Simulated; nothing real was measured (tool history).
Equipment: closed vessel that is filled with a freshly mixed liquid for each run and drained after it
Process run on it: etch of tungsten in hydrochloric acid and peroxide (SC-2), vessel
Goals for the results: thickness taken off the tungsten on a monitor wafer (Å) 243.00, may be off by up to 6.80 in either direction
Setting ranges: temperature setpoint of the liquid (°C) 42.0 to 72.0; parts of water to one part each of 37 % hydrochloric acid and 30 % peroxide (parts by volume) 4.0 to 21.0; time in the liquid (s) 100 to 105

run,hour,temperature setpoint of the liquid (°C),parts of water to one part each of 37 % hydrochloric acid and 30 % peroxide (parts by volume),time in the liquid (s),thickness taken off the tungsten on a monitor wafer (Å)
1,0.0,58.0,11.5,100,207.73
2,4.8,53.0,11.5,100,148.96
3,12.1,53.0,11.5,100,152.76
4,19.3,47.0,11.5,100,100.89
5,24.8,53.0,11.5,100,151.64
6,25.7,49.5,11.5,100,119.63
7,30.2,52.0,11.5,100,139.20
8,32.9,54.0,11.5,100,161.27
9,36.0,55.5,11.5,100,174.74

Exactly one of the 5 candidate moves below puts every result within its allowed miss. Which one?
A,39.1,54.0,13.0,100,?
B,39.1,56.0,9.0,100,?
C,39.1,57.0,10.5,105,?
D,39.1,50.5,5.5,100,?
E,39.1,59.0,11.0,105,?

move,thickness taken off the tungsten on a monitor wafer (Å)
A,147.07
B,228.24
C,224.84
D,233.67
E,245.47
A: moves away from the targets compared with the last run
B: closer than the last run, but not yet in spec
C: closer than the last run, but not yet in spec
D: closer than the last run, but not yet in spec
E: all results in spec
Move E is the one to make.
